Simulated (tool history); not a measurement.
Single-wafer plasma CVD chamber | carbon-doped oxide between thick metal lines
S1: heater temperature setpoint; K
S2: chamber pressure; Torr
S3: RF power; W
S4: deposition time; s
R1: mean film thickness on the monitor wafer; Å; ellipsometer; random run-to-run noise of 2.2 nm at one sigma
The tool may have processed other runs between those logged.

{"run": 1, "hour": 0.0, "S1": 633.15, "S2": 6.3, "S3": 550, "S4": 189, "R1": 10468}
{"run": 2, "hour": 4.4, "S1": 627.15, "S2": 6.3, "S3": 550, "S4": 189, "R1": 10611}
{"run": 3, "hour": 7.9, "S1": 627.15, "S2": 6.68, "S3": 550, "S4": 189, "R1": 10644}
{"run": 4, "hour": 10.9, "S1": 632.15, "S2": 6.18, "S3": 540, "S4": 189, "R1": 10355}
{"run": 5, "hour": 19.8, "S1": 632.15, "S2": 6.18, "S3": 540, "S4": 195, "R1": 10710}
{"run": 6, "hour": 27.5, "S1": 637.15, "S2": 5.65, "S3": 530, "S4": 195, "R1": 10435}
{"run": 7, "hour": 30.7, "S1": 641.15, "S2": 5.28, "S3": 520, "S4": 195, "R1": 10208}

Run 8 has not been measured yet. What should we expect?
{"run": 8, "hour": 35.5, "S1": 652.15, "S2": 4.02, "S3": 490, "S4": 195, "R1": "?"}

{"run 8": {"R1": 9412.1}}
